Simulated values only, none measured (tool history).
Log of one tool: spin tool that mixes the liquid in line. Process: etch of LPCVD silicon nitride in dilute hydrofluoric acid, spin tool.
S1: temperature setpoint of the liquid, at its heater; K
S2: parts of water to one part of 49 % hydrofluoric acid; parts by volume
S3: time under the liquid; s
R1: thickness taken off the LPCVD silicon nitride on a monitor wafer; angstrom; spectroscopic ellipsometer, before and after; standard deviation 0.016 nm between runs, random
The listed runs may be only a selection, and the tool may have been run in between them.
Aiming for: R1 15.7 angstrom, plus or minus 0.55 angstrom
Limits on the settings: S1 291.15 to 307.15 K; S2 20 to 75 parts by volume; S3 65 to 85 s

run  hour      S1  S2  S3      R1
  1     0  299.15  45  85  9.6672
  2   2.4  301.15  45  85  11.181
  3  10.7  301.15  60  85  8.2618
  4  18.1  302.65  55  85  9.9315
  5  18.9  302.65  55  85  9.9681
     22.4  -- hydrofluoric acid flow meter replaced
  6  22.4  302.65  70  85  8.8913
  7  30.5  303.65  65  85  10.061
  8  33.4  307.15  50  85  16.664

Which single option among these 5 for the next run brings every result within its allowed miss of target? Just one does.
  A  36.3  307.15  45  80   ?
  B  36.3  306.15  40  75   ?
  C  36.3  306.65  45  75   ?
  D  36.3  306.65  45  80   ?
  E  36.3  307.15  55  85   ?

move      R1
   A  16.996
   B   16.81
   C   15.44
   D   16.47
   E  14.784
A: its largest miss is bigger than the last run's
B: its largest miss is bigger than the last run's
C: meets every target
D: better than the last run, though not everything is in spec
E: takes the result that was furthest off past its target
Answer: C
